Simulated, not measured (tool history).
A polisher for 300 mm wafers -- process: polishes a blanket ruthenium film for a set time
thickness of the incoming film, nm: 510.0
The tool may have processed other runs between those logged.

run,day,flow of slurry (ml/min),pressure of the wafer on the pad (kPa),speed of the pad under the wafer (cm/s),polishing time (s),film removed (Å)
1,0.000,185,10.3,90,58,436.31
2,0.346,185,12.4,90,58,519.83
3,0.642,185,13.8,90,58,571.25
4,0.975,185,13.1,90,58,549.46
# day 1.008: slurry nozzle cleaned
5,1.008,185,11.7,90,58,537.95
6,1.346,185,10.3,90,58,487.04
7,1.662,185,9.7,88,58,441.86

Estimate the outcome of run 8 from the log above:
8,2.021,185,9.0,88,58,?

Run 8 gave film removed (Å) 410.32.
